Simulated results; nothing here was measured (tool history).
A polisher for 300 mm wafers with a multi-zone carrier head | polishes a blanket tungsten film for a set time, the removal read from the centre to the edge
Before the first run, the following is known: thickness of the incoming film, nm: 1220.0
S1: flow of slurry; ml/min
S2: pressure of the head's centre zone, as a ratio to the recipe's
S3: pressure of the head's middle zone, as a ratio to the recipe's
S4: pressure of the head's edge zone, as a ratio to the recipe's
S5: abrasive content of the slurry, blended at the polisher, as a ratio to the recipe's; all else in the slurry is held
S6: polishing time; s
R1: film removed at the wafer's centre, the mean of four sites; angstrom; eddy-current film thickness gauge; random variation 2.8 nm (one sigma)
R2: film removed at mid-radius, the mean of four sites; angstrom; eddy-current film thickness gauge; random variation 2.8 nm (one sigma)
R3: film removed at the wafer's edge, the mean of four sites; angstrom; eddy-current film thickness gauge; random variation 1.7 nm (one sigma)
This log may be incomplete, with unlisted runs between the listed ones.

| run | hour | S1 | S2 | S3 | S4 | S5 | S6 | R1 | R2 | R3 |
|---|---|---|---|---|---|---|---|---|---|---|
| 1 | 0.0 | 295 | 1.00 | 1.00 | 1.00 | 1.00 | 78 | 2598.7 | 2531.2 | 2568.1 |
| 2 | 7.2 | 290 | 0.97 | 0.98 | 0.99 | 0.90 | 77 | 2497.6 | 2441.2 | 2458.3 |
| 3 | 10.6 | 290 | 0.97 | 0.95 | 0.99 | 0.90 | 77 | 2393.6 | 2415.6 | 2480.2 |
| 4 | 18.5 | 285 | 0.96 | 0.93 | 0.99 | 0.85 | 76 | 2362.2 | 2285.0 | 2429.8 |
| 5 | 23.6 | 285 | 0.94 | 0.92 | 0.98 | 0.80 | 75 | 2216.3 | 2214.6 | 2320.7 |
| 6 | 25.5 | 285 | 0.99 | 0.92 | 0.98 | 0.80 | 75 | 2298.2 | 2185.8 | 2330.8 |
| 7 | 28.5 | 285 | 0.99 | 0.92 | 0.98 | 0.80 | 75 | 2341.9 | 2224.0 | 2324.5 |
| 8 | 34.3 | 285 | 0.96 | 0.91 | 0.97 | 0.75 | 75 | 2231.9 | 2230.5 | 2293.9 |
| 9 | 35.7 | 280 | 0.95 | 0.89 | 0.97 | 0.70 | 75 | 2241.7 | 2091.0 | 2299.0 |
| 10 | 44.3 | 285 | 0.93 | 0.89 | 0.97 | 0.70 | 74 | 2195.9 | 2069.6 | 2226.2 |
| 11 | 45.4 | 265 | 0.91 | 0.90 | 0.98 | 0.70 | 73 | 2075.4 | 2008.1 | 2189.8 |

Estimate the outcome of run 12 from the log above:
| 12 | 53.5 | 260 | 0.89 | 0.91 | 0.98 | 0.70 | 73 | ? | ? | ? |

R1: 2043.5 angstrom
R2: 2042.2 angstrom
R3: 2188.5 angstrom
